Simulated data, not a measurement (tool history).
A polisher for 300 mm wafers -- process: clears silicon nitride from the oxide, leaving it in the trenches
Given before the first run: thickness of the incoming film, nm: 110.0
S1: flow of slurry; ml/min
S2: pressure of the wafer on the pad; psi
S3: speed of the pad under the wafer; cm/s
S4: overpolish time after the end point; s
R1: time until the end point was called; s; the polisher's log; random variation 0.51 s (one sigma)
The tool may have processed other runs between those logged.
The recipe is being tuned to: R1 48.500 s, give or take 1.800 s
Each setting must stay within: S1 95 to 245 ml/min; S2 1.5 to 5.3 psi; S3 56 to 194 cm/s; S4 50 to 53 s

Run 1, day 0.000: S1 155 ml/min, S2 3.4 psi, S3 124 cm/s, S4 50 s. Result: R1 78.545 s.
Run 2, day 0.362: S1 155 ml/min, S2 4.2 psi, S3 124 cm/s, S4 50 s. Result: R1 64.189 s.
Run 3, day 0.638: S1 155 ml/min, S2 4.2 psi, S3 102 cm/s, S4 50 s. Result: R1 75.919 s.
Run 4, day 0.946: S1 155 ml/min, S2 4.2 psi, S3 74 cm/s, S4 50 s. Result: R1 99.431 s.
Run 5, day 1.000: S1 155 ml/min, S2 5.0 psi, S3 74 cm/s, S4 50 s. Result: R1 84.974 s.
Run 6, day 1.088: S1 155 ml/min, S2 5.0 psi, S3 86 cm/s, S4 50 s. Result: R1 74.915 s.
Run 7, day 1.300: S1 160 ml/min, S2 5.1 psi, S3 94 cm/s, S4 50 s. Result: R1 66.942 s.
Run 8, day 1.592: S1 170 ml/min, S2 5.1 psi, S3 98 cm/s, S4 50 s. Result: R1 63.381 s.
Run 9, day 1.888: S1 180 ml/min, S2 5.1 psi, S3 100 cm/s, S4 50 s. Result: R1 61.804 s.
Run 10, day 2.033: S1 185 ml/min, S2 5.1 psi, S3 104 cm/s, S4 50 s. Result: R1 60.016 s.
Run 11, day 2.208: S1 185 ml/min, S2 5.1 psi, S3 108 cm/s, S4 50 s. Result: R1 57.872 s.
Run 12, day 2.450: S1 185 ml/min, S2 5.1 psi, S3 110 cm/s, S4 50 s. Result: R1 57.293 s.
Run 13, day 2.629: S1 185 ml/min, S2 5.1 psi, S3 112 cm/s, S4 50 s. Result: R1 56.010 s.
Run 14, day 2.938: S1 185 ml/min, S2 5.1 psi, S3 114 cm/s, S4 50 s. Result: R1 55.494 s.

Which single option among these 4 for the next run brings every result within its allowed miss of target? Just one does.
Run A, day 3.246: S1 200 ml/min, S2 5.3 psi, S3 126 cm/s, S4 50 s. Result: R1 ?.
Run B, day 3.246: S1 135 ml/min, S2 4.9 psi, S3 132 cm/s, S4 50 s. Result: R1 ?.
Run C, day 3.246: S1 180 ml/min, S2 4.8 psi, S3 128 cm/s, S4 50 s. Result: R1 ?.
Run D, day 3.246: S1 180 ml/min, S2 5.1 psi, S3 124 cm/s, S4 50 s. Result: R1 ?.

move      R1
   A  49.848
   B  54.180
   C  54.818
   D  53.138
A: each result inside its tolerance
B: nearer than the last run, and not there yet
C: nearer than the last run, and not there yet
D: nearer than the last run, and not there yet
The right move is A.

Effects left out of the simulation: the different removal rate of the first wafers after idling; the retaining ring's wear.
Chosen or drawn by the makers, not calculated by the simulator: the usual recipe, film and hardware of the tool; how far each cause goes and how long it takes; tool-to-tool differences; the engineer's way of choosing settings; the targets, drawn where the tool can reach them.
